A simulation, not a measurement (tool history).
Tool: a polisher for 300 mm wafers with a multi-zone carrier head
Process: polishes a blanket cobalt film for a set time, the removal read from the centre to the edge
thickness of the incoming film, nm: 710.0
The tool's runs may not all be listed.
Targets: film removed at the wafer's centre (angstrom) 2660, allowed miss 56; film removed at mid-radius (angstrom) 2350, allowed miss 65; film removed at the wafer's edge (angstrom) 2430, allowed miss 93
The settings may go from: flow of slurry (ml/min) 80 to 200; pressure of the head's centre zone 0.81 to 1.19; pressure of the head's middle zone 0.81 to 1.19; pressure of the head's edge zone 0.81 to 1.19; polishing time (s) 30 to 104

| run | hour | flow of slurry (ml/min) | pressure of the head's centre zone | pressure of the head's middle zone | pressure of the head's edge zone | polishing time (s) | film removed at the wafer's centre (angstrom) | film removed at mid-radius (angstrom) | film removed at the wafer's edge (angstrom) |
|---|---|---|---|---|---|---|---|---|---|
| 1 | 0 | 130 | 1 | 1 | 1 | 67 | 2624.1 | 2766 | 2724.2 |
| 2 | 1.2 | 130 | 1 | 1 | 0.93 | 67 | 2648.5 | 2746.4 | 2707.9 |
| 3 | 8.1 | 125 | 1.02 | 0.99 | 0.91 | 66 | 2613.7 | 2743.1 | 2629.8 |
| 4 | 9.8 | 125 | 1.09 | 0.99 | 0.91 | 66 | 2816.4 | 2702.2 | 2601.3 |
| 5 | 18.2 | 110 | 1.09 | 0.99 | 0.91 | 66 | 2712 | 2577.5 | 2583.8 |
| 6 | 22.4 | 105 | 1.1 | 0.98 | 0.9 | 65 | 2693.3 | 2556.4 | 2493.9 |
| 7 | 29.9 | 100 | 1.11 | 0.96 | 0.9 | 65 | 2704.8 | 2490.2 | 2541.4 |
| 8 | 37.7 | 100 | 1.12 | 0.96 | 0.89 | 65 | 2662.4 | 2476.5 | 2488.5 |
| 9 | 45.1 | 100 | 1.13 | 0.95 | 0.89 | 65 | 2741.3 | 2445.1 | 2483.3 |
| 10 | 54.1 | 80 | 1.13 | 0.94 | 0.89 | 65 | 2557.8 | 2307.8 | 2423.4 |
| 11 | 61.2 | 85 | 1.13 | 0.94 | 0.89 | 65 | 2598.3 | 2339 | 2391 |

Which of these 4 next moves meets every target?
| A | 68.3 | 85 | 1.16 | 0.95 | 0.91 | 65 | ? | ? | ? |
| B | 68.3 | 85 | 1.12 | 0.94 | 0.91 | 65 | ? | ? | ? |
| C | 68.3 | 80 | 1.11 | 1.06 | 0.92 | 65 | ? | ? | ? |
| D | 68.3 | 80 | 1.07 | 0.89 | 1.01 | 68 | ? | ? | ? |

| move | film removed at the wafer's centre (angstrom) | film removed at mid-radius (angstrom) | film removed at the wafer's edge (angstrom) |
|---|---|---|---|
| A | 2676.1 | 2353.6 | 2471.4 |
| B | 2583.1 | 2338.7 | 2471.6 |
| C | 2516.5 | 2484.9 | 2452.8 |
| D | 2534.8 | 2330.7 | 2654.5 |
A: meets every target
B: further off than the last run
C: further off than the last run
D: further off than the last run
The right move is A.
